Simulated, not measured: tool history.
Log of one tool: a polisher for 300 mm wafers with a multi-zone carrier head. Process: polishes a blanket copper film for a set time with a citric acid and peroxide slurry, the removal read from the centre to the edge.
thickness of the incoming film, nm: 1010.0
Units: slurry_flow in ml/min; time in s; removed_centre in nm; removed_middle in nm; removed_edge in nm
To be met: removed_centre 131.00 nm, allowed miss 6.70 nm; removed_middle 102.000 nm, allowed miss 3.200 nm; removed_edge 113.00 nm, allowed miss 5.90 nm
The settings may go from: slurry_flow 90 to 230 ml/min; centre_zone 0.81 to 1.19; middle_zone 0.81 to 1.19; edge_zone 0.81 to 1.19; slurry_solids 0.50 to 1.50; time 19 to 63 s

{"run": 1, "hour": 0.0, "slurry_flow": 150, "centre_zone": 1.0, "middle_zone": 1.0, "edge_zone": 1.0, "slurry_solids": 1.0, "time": 41, "removed_centre": 123.78, "removed_middle": 125.21, "removed_edge": 126.82}
{"run": 2, "hour": 8.2, "slurry_flow": 150, "centre_zone": 1.0, "middle_zone": 1.0, "edge_zone": 1.0, "slurry_solids": 1.0, "time": 35, "removed_centre": 106.24, "removed_middle": 107.02, "removed_edge": 106.05}
{"run": 3, "hour": 16.5, "slurry_flow": 150, "centre_zone": 1.0, "middle_zone": 1.07, "edge_zone": 1.0, "slurry_solids": 1.0, "time": 35, "removed_centre": 106.53, "removed_middle": 113.47, "removed_edge": 107.9}
{"run": 4, "hour": 23.4, "slurry_flow": 150, "centre_zone": 1.0, "middle_zone": 1.14, "edge_zone": 1.0, "slurry_solids": 1.0, "time": 35, "removed_centre": 108.47, "removed_middle": 118.02, "removed_edge": 102.58}
{"run": 5, "hour": 26.5, "slurry_flow": 165, "centre_zone": 1.0, "middle_zone": 1.14, "edge_zone": 1.0, "slurry_solids": 1.0, "time": 35, "removed_centre": 109.64, "removed_middle": 121.05, "removed_edge": 108.36}
{"run": 6, "hour": 28.5, "slurry_flow": 160, "centre_zone": 1.03, "middle_zone": 1.1, "edge_zone": 1.01, "slurry_solids": 1.0, "time": 35, "removed_centre": 115.51, "removed_middle": 114.56, "removed_edge": 104.43}
{"run": 7, "hour": 36.9, "slurry_flow": 160, "centre_zone": 1.04, "middle_zone": 1.07, "edge_zone": 1.02, "slurry_solids": 1.0, "time": 35, "removed_centre": 112.7, "removed_middle": 113.97, "removed_edge": 109.17}
{"run": 8, "hour": 38.2, "slurry_flow": 160, "centre_zone": 1.07, "middle_zone": 1.04, "edge_zone": 1.02, "slurry_solids": 1.0, "time": 35, "removed_centre": 114.61, "removed_middle": 110.33, "removed_edge": 109.8}
{"run": 9, "hour": 47.1, "slurry_flow": 160, "centre_zone": 1.09, "middle_zone": 1.02, "edge_zone": 1.0, "slurry_solids": 1.0, "time": 35, "removed_centre": 120.64, "removed_middle": 110.15, "removed_edge": 107.97}

4 next moves are on the table. One of them brings every result within its allowed miss. Which?
{"run": "A", "hour": 56.0, "slurry_flow": 150, "centre_zone": 1.13, "middle_zone": 1.01, "edge_zone": 1.09, "slurry_solids": 0.85, "time": 34, "removed_centre": "?", "removed_middle": "?", "removed_edge": "?"}
{"run": "B", "hour": 56.0, "slurry_flow": 200, "centre_zone": 1.16, "middle_zone": 0.91, "edge_zone": 1.08, "slurry_solids": 0.9, "time": 36, "removed_centre": "?", "removed_middle": "?", "removed_edge": "?"}
{"run": "C", "hour": 56.0, "slurry_flow": 165, "centre_zone": 0.98, "middle_zone": 0.99, "edge_zone": 1.1, "slurry_solids": 1.1, "time": 33, "removed_centre": "?", "removed_middle": "?", "removed_edge": "?"}
{"run": "D", "hour": 56.0, "slurry_flow": 170, "centre_zone": 1.06, "middle_zone": 1.1, "edge_zone": 0.85, "slurry_solids": 1.0, "time": 35, "removed_centre": "?", "removed_middle": "?", "removed_edge": "?"}

move=A removed_centre=115.59 removed_middle=98.775 removed_edge=102.87
move=B removed_centre=134.26 removed_middle=102.000 removed_edge=114.01
move=C removed_centre=105.32 removed_middle=102.040 removed_edge=107.92
move=D removed_centre=118.96 removed_middle=116.150 removed_edge=100.87
A: takes the result that was furthest off past its target
B: meets every target
C: brings the result that was furthest off to its target, and leaves another outside
D: further off than the last run
The right move is B.
